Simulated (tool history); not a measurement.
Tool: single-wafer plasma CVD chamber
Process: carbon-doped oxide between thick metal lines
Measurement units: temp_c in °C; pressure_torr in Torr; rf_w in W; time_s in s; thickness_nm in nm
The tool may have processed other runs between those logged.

run 1 day=0.000 | temp_c=360 pressure_torr=5.78 rf_w=375 time_s=197 | thickness_nm=844.96
run 2 day=0.350 | temp_c=362 pressure_torr=5.56 rf_w=345 time_s=197 | thickness_nm=780.29
run 3 day=0.579 | temp_c=363 pressure_torr=5.31 rf_w=330 time_s=197 | thickness_nm=744.79
run 4 day=0.617 | temp_c=354 pressure_torr=5.31 rf_w=330 time_s=197 | thickness_nm=757.56
run 5 day=0.700 | temp_c=354 pressure_torr=5.05 rf_w=315 time_s=197 | thickness_nm=730.26
run 6 day=0.758 | temp_c=359 pressure_torr=5.05 rf_w=315 time_s=197 | thickness_nm=720.57
run 7 day=1.008 | temp_c=360 pressure_torr=4.81 rf_w=305 time_s=197 | thickness_nm=699.53
run 8 day=1.312 | temp_c=360 pressure_torr=4.64 rf_w=300 time_s=197 | thickness_nm=684.38
run 9 day=1.633 | temp_c=360 pressure_torr=4.48 rf_w=295 time_s=197 | thickness_nm=675.11

Run 10 comes next. What will it give?
run 10 day=1.921 | temp_c=360 pressure_torr=4.38 rf_w=295 time_s=197 | thickness_nm=?

{"run 10": {"thickness_nm": 675.02}}
